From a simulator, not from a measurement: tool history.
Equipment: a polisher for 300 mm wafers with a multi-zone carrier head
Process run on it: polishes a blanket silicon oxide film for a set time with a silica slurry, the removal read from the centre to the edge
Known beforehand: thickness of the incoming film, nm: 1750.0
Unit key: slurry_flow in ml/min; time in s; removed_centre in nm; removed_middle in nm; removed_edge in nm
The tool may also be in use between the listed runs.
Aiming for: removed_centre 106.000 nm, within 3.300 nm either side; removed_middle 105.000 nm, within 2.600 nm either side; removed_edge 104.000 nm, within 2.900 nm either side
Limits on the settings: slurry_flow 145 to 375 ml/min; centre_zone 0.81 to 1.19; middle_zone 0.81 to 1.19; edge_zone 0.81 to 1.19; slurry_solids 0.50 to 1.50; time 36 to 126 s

run	hour	slurry_flow	centre_zone	middle_zone	edge_zone	slurry_solids	time	removed_centre	removed_middle	removed_edge
1	0.0	240	1.00	1.00	1.00	1.00	81	158.770	145.970	155.600
2	7.6	240	1.06	1.00	1.00	1.00	81	170.780	147.780	151.220
3	8.4	235	1.03	1.01	0.96	0.85	79	149.200	133.360	136.520
4	12.2	230	1.01	1.02	0.93	0.75	77	134.980	121.700	122.200
5	17.2	230	1.01	1.02	0.97	0.75	77	133.600	121.990	123.860
6	24.0	220	0.99	1.03	0.95	0.70	77	125.650	118.820	117.510
7	30.1	205	0.97	1.02	0.93	0.70	77	121.810	118.280	117.230
8	37.0	210	0.93	0.98	0.85	0.50	76	94.762	92.359	90.820
9	43.2	270	0.97	1.05	0.95	0.50	73	98.072	97.099	93.607
10	49.7	255	0.98	1.06	0.98	0.50	73	98.230	96.986	94.210
11	56.7	250	0.99	1.07	1.01	0.50	73	99.847	96.982	97.003
12	58.0	245	1.00	1.09	1.03	0.50	73	100.610	97.965	95.741
13	60.0	315	0.98	1.10	1.10	0.55	73	104.990	107.540	108.410
14	63.8	310	0.99	1.10	1.09	0.55	73	107.780	106.190	107.760

Exactly one of the 4 candidate moves below puts every result within its allowed miss. Which one?
A	67.6	335	0.98	1.13	1.10	0.55	66	?	?	?
B	67.6	255	1.00	1.09	1.06	0.50	77	?	?	?
C	67.6	325	0.97	1.04	1.14	0.60	66	?	?	?
D	67.6	330	1.02	1.07	1.17	0.55	74	?	?	?

move	removed_centre	removed_middle	removed_edge
A	96.275	99.504	96.082
B	105.400	103.810	102.080
C	99.975	97.403	102.930
D	112.160	106.360	111.180
A: takes the result that was furthest off past its target
B: every result lands within tolerance
C: the furthest-off result lands on target, but another misses its tolerance
D: the biggest miss grows against the last run
Correct choice: B, which meets every target

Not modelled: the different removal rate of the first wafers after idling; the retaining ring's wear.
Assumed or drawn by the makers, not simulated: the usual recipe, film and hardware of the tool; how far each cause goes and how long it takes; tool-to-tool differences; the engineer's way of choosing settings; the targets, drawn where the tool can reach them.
